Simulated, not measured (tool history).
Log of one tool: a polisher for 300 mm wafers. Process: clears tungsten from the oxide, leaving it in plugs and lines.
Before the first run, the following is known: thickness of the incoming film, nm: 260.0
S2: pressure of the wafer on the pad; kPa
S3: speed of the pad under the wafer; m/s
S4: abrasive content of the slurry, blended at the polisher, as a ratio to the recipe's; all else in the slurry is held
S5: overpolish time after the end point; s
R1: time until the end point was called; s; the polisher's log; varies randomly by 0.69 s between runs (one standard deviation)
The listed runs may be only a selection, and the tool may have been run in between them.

run 1 day=0 | flow_of_slurry_(ml/min)=245 S2=24.1 S3=0.9 S4=1 S5=39 | R1=58.441
run 2 day=0.067 | flow_of_slurry_(ml/min)=245 S2=24.8 S3=0.9 S4=1 S5=39 | R1=55.563
run 3 day=0.362 | flow_of_slurry_(ml/min)=245 S2=25.5 S3=0.9 S4=1 S5=39 | R1=54.2
run 4 day=0.692 | flow_of_slurry_(ml/min)=245 S2=25.5 S3=0.9 S4=0.8 S5=39 | R1=57.647
run 5 day=0.779 | flow_of_slurry_(ml/min)=245 S2=25.5 S3=0.8 S4=0.8 S5=39 | R1=64.995
run 6 day=1.088 | flow_of_slurry_(ml/min)=245 S2=25.5 S3=0.8 S4=1 S5=39 | R1=62.244
run 7 day=1.288 | flow_of_slurry_(ml/min)=245 S2=26.9 S3=0.8 S4=1 S5=39 | R1=59.19
run 8 day=1.592 | flow_of_slurry_(ml/min)=245 S2=28.3 S3=0.8 S4=1 S5=39 | R1=55.773
run 9 day=1.654 | flow_of_slurry_(ml/min)=245 S2=29 S3=0.8 S4=1 S5=39 | R1=53.631
run 10 day=1.779 | flow_of_slurry_(ml/min)=245 S2=29.6 S3=0.8 S4=1 S5=39 | R1=52.771
run 11 day=1.971 | flow_of_slurry_(ml/min)=245 S2=30.3 S3=0.8 S4=1 S5=39 | R1=52.393
run 12 day=2.058 | flow_of_slurry_(ml/min)=245 S2=31 S3=0.8 S4=1 S5=39 | R1=51.629

For run 13, what comes out?
run 13 day=2.421 | flow_of_slurry_(ml/min)=245 S2=31.7 S3=0.8 S4=1 S5=39 | R1=?

{"run 13": {"R1": 50.772}}
